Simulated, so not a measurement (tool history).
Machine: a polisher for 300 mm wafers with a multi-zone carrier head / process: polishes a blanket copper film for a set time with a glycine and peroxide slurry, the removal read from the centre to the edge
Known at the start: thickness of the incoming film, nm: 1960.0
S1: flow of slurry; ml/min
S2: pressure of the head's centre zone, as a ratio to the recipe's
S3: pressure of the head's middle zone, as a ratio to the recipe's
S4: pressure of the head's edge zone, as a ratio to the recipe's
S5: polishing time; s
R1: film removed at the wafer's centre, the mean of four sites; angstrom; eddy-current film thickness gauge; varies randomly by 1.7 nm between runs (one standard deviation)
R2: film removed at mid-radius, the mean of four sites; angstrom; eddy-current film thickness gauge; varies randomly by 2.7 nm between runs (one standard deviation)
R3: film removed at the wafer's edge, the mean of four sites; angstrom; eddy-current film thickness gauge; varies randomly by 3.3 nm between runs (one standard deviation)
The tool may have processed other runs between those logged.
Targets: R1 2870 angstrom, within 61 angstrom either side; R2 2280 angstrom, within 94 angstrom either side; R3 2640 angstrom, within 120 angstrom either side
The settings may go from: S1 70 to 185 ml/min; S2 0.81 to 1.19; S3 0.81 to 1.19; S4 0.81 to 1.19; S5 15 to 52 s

run 1 hour=0 | S1=120 S2=1 S3=1 S4=1 S5=33 | R1=2403 R2=2411.7 R3=2412.7
run 2 hour=2.9 | S1=120 S2=1 S3=1.05 S4=1 S5=33 | R1=2418.8 R2=2524.2 R3=2401.3
run 3 hour=4.6 | S1=120 S2=1 S3=1.05 S4=1 S5=28 | R1=2045.2 R2=2125.9 R3=2056.3
run 4 hour=5.3 | S1=120 S2=1 S3=1.05 S4=1.06 S5=28 | R1=2041.9 R2=2141.4 R3=2105.6
run 5 hour=6.4 | S1=130 S2=1.03 S3=1.02 S4=1.09 S5=29 | R1=2233.9 R2=2195.9 R3=2222.2
run 6 hour=8.9 | S1=135 S2=1.05 S3=0.99 S4=1.11 S5=30 | R1=2367.5 R2=2236.4 R3=2333
run 7 hour=14.3 | S1=145 S2=1.07 S3=0.97 S4=1.13 S5=30 | R1=2465 R2=2289.8 R3=2438.4
run 8 hour=22.3 | S1=150 S2=1.09 S3=0.94 S4=1.13 S5=30 | R1=2533.7 R2=2235.9 R3=2419.7
run 9 hour=25.2 | S1=155 S2=1.1 S3=0.92 S4=1.14 S5=30 | R1=2595.4 R2=2164.6 R3=2490.9
run 10 hour=27.6 | S1=185 S2=1.14 S3=0.94 S4=1.15 S5=30 | R1=2762 R2=2300.5 R3=2477.9
run 11 hour=35.2 | S1=185 S2=1.14 S3=0.93 S4=1.16 S5=30 | R1=2774 R2=2276.7 R3=2500.3
run 12 hour=42.3 | S1=185 S2=1.14 S3=0.92 S4=1.17 S5=30 | R1=2732.6 R2=2247.7 R3=2515.3

Exercise: of the 5 proposed moves below, exactly one satisfies all targets within the stated allowed misses. Which move is it?
run A hour=49.4 | S1=185 S2=1.15 S3=0.89 S4=1.12 S5=32 | R1=? R2=? R3=?
run B hour=49.4 | S1=165 S2=1.19 S3=0.81 S4=1 S5=31 | R1=? R2=? R3=?
run C hour=49.4 | S1=170 S2=1.06 S3=0.87 S4=1.19 S5=31 | R1=? R2=? R3=?
run D hour=49.4 | S1=185 S2=1.09 S3=0.93 S4=1.19 S5=30 | R1=? R2=? R3=?
run E hour=49.4 | S1=165 S2=1.17 S3=0.91 S4=1.19 S5=31 | R1=? R2=? R3=?

move=A R1=2995.5 R2=2375 R3=2620
move=B R1=2937 R2=2106.8 R3=2367.5
move=C R1=2630.8 R2=2231.7 R3=2592.6
move=D R1=2661.5 R2=2300.9 R3=2533.4
move=E R1=2889.1 R2=2293.4 R3=2581.3
A: pushes the last run's worst result past its target
B: pushes the last run's worst result past its target
C: its largest miss is bigger than the last run's
D: its largest miss is bigger than the last run's
E: every result lands within tolerance
Go with E: it meets all targets.
